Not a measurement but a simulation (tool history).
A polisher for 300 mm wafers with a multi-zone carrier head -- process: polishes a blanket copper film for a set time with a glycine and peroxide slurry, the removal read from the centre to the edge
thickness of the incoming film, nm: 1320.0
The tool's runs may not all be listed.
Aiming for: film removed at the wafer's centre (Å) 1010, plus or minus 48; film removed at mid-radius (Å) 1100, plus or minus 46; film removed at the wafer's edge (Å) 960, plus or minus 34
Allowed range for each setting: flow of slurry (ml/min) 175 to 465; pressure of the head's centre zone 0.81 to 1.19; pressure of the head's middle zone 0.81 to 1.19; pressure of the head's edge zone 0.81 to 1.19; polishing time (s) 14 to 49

run    day  flow of slurry (ml/min)  pressure of the head's centre zone  pressure of the head's middle zone  pressure of the head's edge zone  polishing time (s)  film removed at the wafer's centre (Å)  film removed at mid-radius (Å)  film removed at the wafer's edge (Å)
  1      0                      295                                   1                                   1                                 1                  31                                  820.49                          804.79                                777.56
  2  0.117                      295                                0.97                                   1                                 1                  31                                   795.4                          806.33                                788.52
  3   0.15                      295                                0.93                                   1                                 1                  31                                  771.66                          827.44                                796.23
  4  0.238                      300                                0.94                                1.02                              1.01                  32                                  833.41                          864.27                                833.06
  5  0.279                      310                                0.93                                1.05                              1.02                  32                                  810.76                           876.7                                827.97
  6    0.4                      310                                0.94                                1.07                              1.02                  33                                  844.69                          931.91                                843.52
  7  0.633                      315                                0.95                                1.08                              1.03                  34                                  866.07                          972.75                                898.59
  8  0.883                      320                                0.97                                1.09                              1.03                  34                                  873.74                          986.78                                884.38

Next run, 4 choices. One meets every target within its allowed miss, the rest don't. Which?
  A  1.133                      345                                1.12                                1.15                               1.1                  36                                       ?                               ?                                     ?
  B  1.133                      330                                0.86                                1.14                               1.1                  35                                       ?                               ?                                     ?
  C  1.133                      325                                0.85                                1.19                              1.19                  34                                       ?                               ?                                     ?
  D  1.133                      215                                1.02                                0.89                              1.18                  38                                       ?                               ?                                     ?

move  film removed at the wafer's centre (Å)  film removed at mid-radius (Å)  film removed at the wafer's edge (Å)
   A                                  1043.8                          1072.5                                965.32
   B                                   868.8                          1031.8                                935.91
   C                                  837.75                          1038.7                                945.18
   D                                  985.43                          868.12                                1021.3
A: hits every target within its allowed miss
B: no better and no worse than the last run
C: lands further from the targets than the last run did
D: corrects the largest miss of the last run, while another result sits out of spec
The move that meets every target is A.
